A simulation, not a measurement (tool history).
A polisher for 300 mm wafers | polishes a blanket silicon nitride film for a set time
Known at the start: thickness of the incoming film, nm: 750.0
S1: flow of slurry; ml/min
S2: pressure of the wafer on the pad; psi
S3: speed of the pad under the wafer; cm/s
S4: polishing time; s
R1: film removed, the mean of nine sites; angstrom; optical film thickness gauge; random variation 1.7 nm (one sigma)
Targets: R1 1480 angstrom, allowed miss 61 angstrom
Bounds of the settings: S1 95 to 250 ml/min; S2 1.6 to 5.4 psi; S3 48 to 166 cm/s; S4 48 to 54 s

run	hour	S1	S2	S3	S4	R1
1	0	160	3.5	106	54	1183.1
2	4.7	160	3.7	106	54	1245.8
3	9.2	160	3.7	106	48	1112.4
4	13.4	195	3.7	106	48	1122.6
5	14.5	195	3.7	90	48	1008.1
6	20.1	195	4	90	48	1061.5
7	25.6	195	4.3	92	48	1186.3
8	28.5	195	4.5	92	48	1245.3

4 next moves are on the table. One of them brings every result within its allowed miss. Which?
A	31.4	205	4.9	88	54	?
B	31.4	205	4	80	48	?
C	31.4	175	3.8	110	54	?
D	31.4	220	5.3	60	49	?

move	R1
A	1444.8
B	978.49
C	1313.1
D	1062.8
A: meets every target
B: further off than the last run
C: nearer than the last run, and not there yet
D: further off than the last run
The right move is A.
